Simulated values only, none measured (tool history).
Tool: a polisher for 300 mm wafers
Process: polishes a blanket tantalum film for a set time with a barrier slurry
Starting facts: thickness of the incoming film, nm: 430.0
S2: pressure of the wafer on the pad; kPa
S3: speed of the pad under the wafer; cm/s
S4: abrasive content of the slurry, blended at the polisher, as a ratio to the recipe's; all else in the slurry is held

Run 1, hour 0: flow of slurry (ml/min) 165, S2 17.2 kPa, S3 76 cm/s, S4 1, polishing time (s) 112. Result: film removed (Å) 1882.1.
Run 2, hour 5.7: flow of slurry (ml/min) 170, S2 18.6 kPa, S3 76 cm/s, S4 1, polishing time (s) 112. Result: film removed (Å) 2004.4.
Run 3, hour 10.1: flow of slurry (ml/min) 170, S2 19.3 kPa, S3 78 cm/s, S4 1, polishing time (s) 112. Result: film removed (Å) 2143.7.
Run 4, hour 11.7: flow of slurry (ml/min) 210, S2 19.3 kPa, S3 78 cm/s, S4 1, polishing time (s) 112. Result: film removed (Å) 2215.5.
Run 5, hour 16.3: flow of slurry (ml/min) 210, S2 20 kPa, S3 78 cm/s, S4 1, polishing time (s) 112. Result: film removed (Å) 2301.7.
Run 6, hour 19.8: flow of slurry (ml/min) 210, S2 20.7 kPa, S3 78 cm/s, S4 1, polishing time (s) 112. Result: film removed (Å) 2390.2.
Run 7, hour 23.8: flow of slurry (ml/min) 210, S2 21.4 kPa, S3 78 cm/s, S4 1, polishing time (s) 112. Result: film removed (Å) 2467.1.

Expected results for the next run?
Run 8, hour 29.5: flow of slurry (ml/min) 210, S2 21.4 kPa, S3 78 cm/s, S4 1, polishing time (s) 112. Result: film removed (Å) ?.

{"run 8": {"film removed (Å)": 2464.8}}
